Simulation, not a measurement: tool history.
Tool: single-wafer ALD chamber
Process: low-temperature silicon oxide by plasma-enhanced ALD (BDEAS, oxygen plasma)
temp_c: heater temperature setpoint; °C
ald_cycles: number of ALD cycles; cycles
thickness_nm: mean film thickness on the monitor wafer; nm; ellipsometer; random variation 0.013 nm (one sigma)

| run | day | temp_c | ald_cycles | thickness_nm |
|---|---|---|---|---|
| 1 | 0 | 100 | 31 | 3.9886 |
| 2 | 0.346 | 92 | 31 | 4.0982 |
| 3 | 0.571 | 87 | 31 | 4.1428 |
| 4 | 0.65 | 95 | 30 | 3.9073 |
| 5 | 0.683 | 99 | 30 | 3.8374 |
| 6 | 0.808 | 104 | 30 | 3.8135 |
| 7 | 0.996 | 108 | 30 | 3.7923 |

Forecast run 8:
| 8 | 1.325 | 111 | 30 | ? |

Run 8 gave thickness_nm 3.7581 nm.

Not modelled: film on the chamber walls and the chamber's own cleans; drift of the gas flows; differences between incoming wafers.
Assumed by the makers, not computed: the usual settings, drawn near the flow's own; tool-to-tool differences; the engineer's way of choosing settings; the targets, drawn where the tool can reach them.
